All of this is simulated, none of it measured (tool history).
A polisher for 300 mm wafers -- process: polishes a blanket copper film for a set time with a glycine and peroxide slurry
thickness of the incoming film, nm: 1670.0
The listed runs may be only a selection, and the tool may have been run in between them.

run,hour,flow of slurry (ml/min),pressure of the wafer on the pad (psi),speed of the pad under the wafer (cm/s),polishing time (s),film removed (angstrom)
1,0.0,140,3.4,120,23,1918.0
2,9.0,140,3.7,120,23,2123.3
3,11.5,140,3.8,120,23,2213.5
4,15.0,155,3.8,120,23,2216.8
5,22.5,155,3.8,102,23,1886.6
6,26.3,155,3.8,102,21,1732.7
7,30.5,155,4.1,102,21,1901.0
8,38.3,155,4.3,102,21,1958.5

What does the tool deliver on the next run?
9,45.9,155,4.5,104,21,?

Run 9 yielded film removed (angstrom) 2087.5.
